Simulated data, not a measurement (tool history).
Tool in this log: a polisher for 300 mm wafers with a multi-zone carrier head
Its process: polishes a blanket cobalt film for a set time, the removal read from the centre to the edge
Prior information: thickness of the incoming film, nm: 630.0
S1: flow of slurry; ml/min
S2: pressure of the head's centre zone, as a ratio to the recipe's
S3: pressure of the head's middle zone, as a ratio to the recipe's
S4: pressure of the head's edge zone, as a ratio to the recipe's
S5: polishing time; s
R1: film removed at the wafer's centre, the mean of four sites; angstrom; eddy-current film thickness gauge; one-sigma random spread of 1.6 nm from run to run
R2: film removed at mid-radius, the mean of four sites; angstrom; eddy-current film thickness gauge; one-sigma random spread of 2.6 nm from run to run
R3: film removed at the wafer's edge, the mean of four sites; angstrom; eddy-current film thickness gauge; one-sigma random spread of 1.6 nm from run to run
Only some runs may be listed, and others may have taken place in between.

run 1 hour=0 | S1=160 S2=1 S3=1 S4=1 S5=39 | R1=1962.8 R2=1806.6 R3=1885.3
run 2 hour=6.2 | S1=160 S2=1 S3=1 S4=1 S5=44 | R1=2210.1 R2=2006.4 R3=2137.5
run 3 hour=14.4 | S1=165 S2=0.97 S3=1.03 S4=1.02 S5=44 | R1=2145.8 R2=2036.5 R3=2135.4
run 4 hour=20.1 | S1=165 S2=0.97 S3=1.03 S4=1.02 S5=50 | R1=2450.9 R2=2402.3 R3=2461.8
run 5 hour=22.7 | S1=165 S2=0.97 S3=1.03 S4=1.02 S5=46 | R1=2256.9 R2=2193.3 R3=2276
run 6 hour=24.4 | S1=160 S2=0.95 S3=1.05 S4=1.03 S5=46 | R1=2154.7 R2=2208.9 R3=2240.8

For run 7, what comes out?
run 7 hour=28.4 | S1=155 S2=0.94 S3=1.06 S4=1.04 S5=46 | R1=? R2=? R3=?

{"run 7": {"R1": 2133.3, "R2": 2174.6, "R3": 2239.5}}
